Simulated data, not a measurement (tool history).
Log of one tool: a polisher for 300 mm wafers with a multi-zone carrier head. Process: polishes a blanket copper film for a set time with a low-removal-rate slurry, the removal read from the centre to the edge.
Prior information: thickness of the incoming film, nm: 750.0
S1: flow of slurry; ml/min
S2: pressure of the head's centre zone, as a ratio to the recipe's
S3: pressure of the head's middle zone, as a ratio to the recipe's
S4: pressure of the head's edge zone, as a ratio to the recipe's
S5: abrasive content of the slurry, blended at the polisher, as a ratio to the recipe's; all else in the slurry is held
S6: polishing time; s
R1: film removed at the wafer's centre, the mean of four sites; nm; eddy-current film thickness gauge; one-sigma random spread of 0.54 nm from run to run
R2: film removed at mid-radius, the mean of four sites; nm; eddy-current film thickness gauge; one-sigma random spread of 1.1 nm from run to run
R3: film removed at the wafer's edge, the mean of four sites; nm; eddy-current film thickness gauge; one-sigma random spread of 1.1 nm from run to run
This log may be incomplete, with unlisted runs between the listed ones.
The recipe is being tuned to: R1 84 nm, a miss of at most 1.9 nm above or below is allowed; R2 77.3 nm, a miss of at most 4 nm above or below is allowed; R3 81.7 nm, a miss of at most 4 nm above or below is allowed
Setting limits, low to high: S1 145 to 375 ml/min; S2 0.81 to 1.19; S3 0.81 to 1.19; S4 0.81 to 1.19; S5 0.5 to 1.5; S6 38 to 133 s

run  hour   S1    S2    S3    S4    S5  S6      R1      R2      R3
  1     0  240     1     1     1     1  85  134.82  138.79  137.93
  2   4.7  240     1  0.98  0.98  0.95  82  129.13  128.34  131.95
  3   9.6  240     1  0.98  1.06  0.95  82  127.88   130.5  135.68
  4  14.6  240     1  0.91  1.06  0.95  82  126.73  123.34  135.43
  5  19.3  240     1  0.91  1.06  0.95  93  145.75  135.29  158.34
  6  24.6  240     1  0.91  1.03  0.95  93  143.73  142.75  153.73
  7  31.2  240     1  0.91  1.02   0.9  88  136.35  128.09  140.19
  8  39.9  235  0.98   0.9     1  0.85  86  128.26  125.14   137.2
  9  41.4  240  0.98   0.9  0.99   0.8  82  121.37  117.12  127.95
 10    44  260  0.95  0.85  0.89  0.55  58  76.069  70.326  78.798

Pick the move, out of 5, that brings all results within their allowed miss; only one does.
  A  46.6  215  0.97  0.82  0.97   0.5  56   ?   ?   ?
  B  46.6  360  0.81  0.96  0.95   0.5  58   ?   ?   ?
  C  46.6  225  0.84  0.85  0.83   0.7  58   ?   ?   ?
  D  46.6  250  0.98  0.86  0.84   0.5  64   ?   ?   ?
  E  46.6  295  0.85  0.94  0.93  0.65  53   ?   ?   ?

move      R1      R2      R3
   A  71.565  65.556  78.274
   B  65.123  81.094  83.028
   C  69.858  76.205   82.39
   D  84.071  79.104  84.961
   E  65.344  76.279  79.075
A: its largest miss is bigger than the last run's
B: its largest miss is bigger than the last run's
C: its largest miss is bigger than the last run's
D: all results land within tolerance of their targets
E: its largest miss is bigger than the last run's
So the answer is move D, the one that meets all the targets.
